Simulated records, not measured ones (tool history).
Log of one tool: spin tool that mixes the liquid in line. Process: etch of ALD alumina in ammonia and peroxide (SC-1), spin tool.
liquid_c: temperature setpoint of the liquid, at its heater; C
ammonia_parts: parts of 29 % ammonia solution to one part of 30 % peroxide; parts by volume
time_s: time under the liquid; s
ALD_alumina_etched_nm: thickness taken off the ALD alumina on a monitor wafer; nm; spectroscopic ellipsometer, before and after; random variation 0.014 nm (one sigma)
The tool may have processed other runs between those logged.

{"run": 1, "hour": 0.0, "liquid_c": 58.0, "ammonia_parts": 0.9, "time_s": 50, "ALD_alumina_etched_nm": 4.578}
{"run": 2, "hour": 6.1, "liquid_c": 58.0, "ammonia_parts": 0.9, "time_s": 50, "ALD_alumina_etched_nm": 4.6555}
{"run": 3, "hour": 9.4, "liquid_c": 58.0, "ammonia_parts": 1.1, "time_s": 50, "ALD_alumina_etched_nm": 4.7399}
{"run": 4, "hour": 15.0, "liquid_c": 58.0, "ammonia_parts": 1.1, "time_s": 50, "ALD_alumina_etched_nm": 4.6985}
{"run": 5, "hour": 18.5, "liquid_c": 58.0, "ammonia_parts": 1.1, "time_s": 50, "ALD_alumina_etched_nm": 4.7109}
{"run": 6, "hour": 19.6, "liquid_c": 54.0, "ammonia_parts": 1.1, "time_s": 50, "ALD_alumina_etched_nm": 3.8562}
{"run": 7, "hour": 20.4, "liquid_c": 50.5, "ammonia_parts": 1.1, "time_s": 50, "ALD_alumina_etched_nm": 3.1778}
{"run": 8, "hour": 25.4, "liquid_c": 48.5, "ammonia_parts": 1.1, "time_s": 50, "ALD_alumina_etched_nm": 2.828}
{"run": 9, "hour": 26.4, "liquid_c": 47.0, "ammonia_parts": 1.1, "time_s": 50, "ALD_alumina_etched_nm": 2.5989}

Estimate the outcome of run 10 from the log above:
{"run": 10, "hour": 34.9, "liquid_c": 44.0, "ammonia_parts": 1.1, "time_s": 50, "ALD_alumina_etched_nm": "?"}

Run 10 measured ALD_alumina_etched_nm 2.1755 nm.
